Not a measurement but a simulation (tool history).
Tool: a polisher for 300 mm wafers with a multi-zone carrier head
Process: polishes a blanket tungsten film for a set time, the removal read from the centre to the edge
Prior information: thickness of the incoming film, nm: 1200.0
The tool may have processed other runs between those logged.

| run | hour | flow of slurry (ml/min) | pressure of the head's centre zone | pressure of the head's middle zone | pressure of the head's edge zone | abrasive content of the slurry | polishing time (s) | film removed at the wafer's centre (nm) | film removed at mid-radius (nm) | film removed at the wafer's edge (nm) |
|---|---|---|---|---|---|---|---|---|---|---|
| 1 | 0.0 | 260 | 1.00 | 1.00 | 1.00 | 1.00 | 31 | 104.610 | 107.41 | 105.830 |
| 2 | 7.8 | 255 | 0.99 | 1.00 | 0.99 | 1.00 | 31 | 104.740 | 106.95 | 106.570 |
| 3 | 11.7 | 255 | 0.97 | 1.00 | 0.98 | 0.95 | 31 | 100.260 | 105.93 | 105.600 |
| 4 | 14.8 | 255 | 0.96 | 1.00 | 0.97 | 0.95 | 31 | 97.150 | 106.68 | 105.190 |
| 5 | 18.6 | 255 | 0.96 | 1.00 | 0.97 | 0.75 | 31 | 95.957 | 101.66 | 103.040 |
| 6 | 25.4 | 255 | 0.96 | 1.08 | 0.97 | 0.75 | 31 | 95.360 | 109.85 | 99.949 |
| 7 | 32.2 | 250 | 0.95 | 1.08 | 0.97 | 0.75 | 31 | 94.783 | 108.88 | 102.230 |
| 8 | 36.6 | 250 | 0.94 | 1.08 | 0.96 | 0.75 | 31 | 92.059 | 108.99 | 102.140 |
| 9 | 44.6 | 245 | 0.94 | 1.08 | 0.96 | 0.75 | 31 | 92.427 | 106.98 | 97.176 |
| 10 | 50.7 | 245 | 0.93 | 1.08 | 0.97 | 0.75 | 31 | 91.646 | 109.41 | 101.390 |
| 11 | 52.8 | 240 | 0.93 | 1.08 | 0.97 | 0.75 | 31 | 90.989 | 108.76 | 100.520 |
| 12 | 58.1 | 235 | 0.93 | 1.08 | 0.97 | 0.75 | 31 | 92.200 | 108.51 | 101.290 |

Predict the results of run 13:
| 13 | 61.4 | 235 | 0.93 | 1.08 | 0.96 | 0.75 | 31 | ? | ? | ? |

Run 13 produced film removed at the wafer's centre (nm) 91.556, film removed at mid-radius (nm) 108.09, film removed at the wafer's edge (nm) 99.837.

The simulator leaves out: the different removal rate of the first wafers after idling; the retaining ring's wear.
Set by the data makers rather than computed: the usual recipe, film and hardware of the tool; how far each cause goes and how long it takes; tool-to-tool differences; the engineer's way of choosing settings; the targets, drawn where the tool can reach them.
